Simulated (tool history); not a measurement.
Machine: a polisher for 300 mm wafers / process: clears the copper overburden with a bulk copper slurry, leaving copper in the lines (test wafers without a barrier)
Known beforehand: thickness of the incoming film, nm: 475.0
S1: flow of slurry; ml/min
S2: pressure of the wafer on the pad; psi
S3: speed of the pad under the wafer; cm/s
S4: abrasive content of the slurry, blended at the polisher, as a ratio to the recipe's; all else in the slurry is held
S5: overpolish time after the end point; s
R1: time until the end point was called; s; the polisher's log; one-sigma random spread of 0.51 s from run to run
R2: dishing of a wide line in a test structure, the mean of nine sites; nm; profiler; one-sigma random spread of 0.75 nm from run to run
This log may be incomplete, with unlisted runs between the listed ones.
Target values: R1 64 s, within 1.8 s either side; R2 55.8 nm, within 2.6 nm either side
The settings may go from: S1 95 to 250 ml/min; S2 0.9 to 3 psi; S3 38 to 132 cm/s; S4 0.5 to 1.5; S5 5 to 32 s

| run | hour | S1 | S2 | S3 | S4 | S5 | R1 | R2 |
|---|---|---|---|---|---|---|---|---|
| 1 | 0 | 160 | 1.9 | 84 | 1 | 16 | 117.24 | 36.15 |
| 2 | 3.7 | 165 | 2 | 84 | 1 | 16 | 113.41 | 37.168 |
| 3 | 6.2 | 165 | 2.1 | 86 | 1 | 16 | 107.39 | 39.862 |
| 4 | 10.7 | 165 | 2.2 | 88 | 1 | 16 | 100.14 | 40.685 |
| 5 | 16.4 | 165 | 1.9 | 88 | 1 | 16 | 112.57 | 37.488 |
| 6 | 24.9 | 135 | 1.9 | 88 | 1 | 16 | 113.8 | 37.372 |
| 7 | 27.5 | 135 | 2 | 90 | 1 | 16 | 107.67 | 38.35 |
| 8 | 29.7 | 135 | 2.1 | 92 | 1 | 16 | 102.05 | 41.679 |
| 9 | 33.9 | 140 | 2.2 | 94 | 1 | 16 | 95.356 | 41.892 |
| 10 | 38.5 | 140 | 2.3 | 94 | 1 | 16 | 92.888 | 44.295 |
| 11 | 45.2 | 185 | 2.9 | 96 | 1 | 13 | 75.298 | 43.92 |
| 12 | 51.5 | 185 | 2.9 | 98 | 1 | 13 | 73.624 | 45.618 |
| 13 | 53.3 | 185 | 2.9 | 100 | 1 | 13 | 71.866 | 46.348 |
| 14 | 58.2 | 185 | 2.9 | 102 | 1 | 13 | 69.884 | 46.909 |
| 15 | 59 | 205 | 3 | 104 | 1 | 16 | 67.232 | 55.442 |

Pick the move, out of 4, that brings all results within their allowed miss; only one does.
| A | 59.8 | 215 | 3 | 98 | 0.95 | 18 | ? | ? |
| B | 59.8 | 215 | 2.8 | 102 | 0.9 | 18 | ? | ? |
| C | 59.8 | 195 | 3 | 110 | 0.95 | 15 | ? | ? |
| D | 59.8 | 215 | 3 | 116 | 0.9 | 14 | ? | ? |

| move | R1 | R2 |
|---|---|---|
| A | 70.043 | 56.785 |
| B | 71.895 | 55.559 |
| C | 63.205 | 54.075 |
| D | 60.146 | 53.419 |
A: the biggest miss grows against the last run
B: the biggest miss grows against the last run
C: hits every target within its allowed miss
D: moves the result that the last run missed by most past its target, out the other side
Go with C: it meets all targets.

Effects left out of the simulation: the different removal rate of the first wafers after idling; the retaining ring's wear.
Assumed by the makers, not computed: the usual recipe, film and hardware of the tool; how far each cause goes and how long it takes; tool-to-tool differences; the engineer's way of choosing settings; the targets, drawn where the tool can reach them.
